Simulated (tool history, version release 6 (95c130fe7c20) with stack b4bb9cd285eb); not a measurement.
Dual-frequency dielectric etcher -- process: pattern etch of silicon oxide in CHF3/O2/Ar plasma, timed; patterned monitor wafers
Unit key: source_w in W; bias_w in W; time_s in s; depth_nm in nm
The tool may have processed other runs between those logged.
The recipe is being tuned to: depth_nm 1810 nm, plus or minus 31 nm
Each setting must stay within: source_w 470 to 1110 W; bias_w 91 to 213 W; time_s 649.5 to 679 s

{"run": 1, "day": 0.0, "source_w": 790, "bias_w": 152, "time_s": 649.5, "depth_nm": 1463.4}
{"run": 2, "day": 0.112, "source_w": 790, "bias_w": 152, "time_s": 649.5, "depth_nm": 1438.7}
{"run": 3, "day": 0.333, "source_w": 790, "bias_w": 152, "time_s": 679, "depth_nm": 1513.4}
{"run": 4, "day": 0.633, "source_w": 790, "bias_w": 152, "time_s": 649.5, "depth_nm": 1457.9}
{"run": 5, "day": 0.7, "source_w": 850, "bias_w": 158, "time_s": 651, "depth_nm": 1523.5}
{"run": 6, "day": 0.8, "source_w": 920, "bias_w": 158, "time_s": 651, "depth_nm": 1565.6}
{"run": 7, "day": 1.104, "source_w": 950, "bias_w": 163, "time_s": 652, "depth_nm": 1606.3}
{"run": 8, "day": 1.375, "source_w": 980, "bias_w": 167, "time_s": 653, "depth_nm": 1653.7}
{"run": 9, "day": 1.504, "source_w": 1000, "bias_w": 170, "time_s": 653.5, "depth_nm": 1688.9}
{"run": 10, "day": 1.717, "source_w": 1020, "bias_w": 172, "time_s": 654, "depth_nm": 1717.6}
{"run": 11, "day": 1.929, "source_w": 1040, "bias_w": 173, "time_s": 654, "depth_nm": 1727.3}
{"run": 12, "day": 2.221, "source_w": 1050, "bias_w": 174, "time_s": 654.5, "depth_nm": 1747}

Which single option among these 5 for the next run brings every result within its allowed miss of target? Just one does.
{"run": "A", "day": 2.512, "source_w": 1100, "bias_w": 169, "time_s": 679, "depth_nm": "?"}
{"run": "B", "day": 2.512, "source_w": 1100, "bias_w": 172, "time_s": 658.5, "depth_nm": "?"}
{"run": "C", "day": 2.512, "source_w": 1040, "bias_w": 167, "time_s": 649.5, "depth_nm": "?"}
{"run": "D", "day": 2.512, "source_w": 1110, "bias_w": 185, "time_s": 671, "depth_nm": "?"}
{"run": "E", "day": 2.512, "source_w": 930, "bias_w": 194, "time_s": 649.5, "depth_nm": "?"}

move=A depth_nm=1804.6
move=B depth_nm=1764.9
move=C depth_nm=1682.7
move=D depth_nm=1867.7
move=E depth_nm=1738.8
A: every result lands within tolerance
B: nearer than the last run, and not there yet
C: moves away from the targets compared with the last run
D: carries the result that was furthest off beyond its target, to the other side
E: moves away from the targets compared with the last run
A is the move that brings every result within its allowed miss.
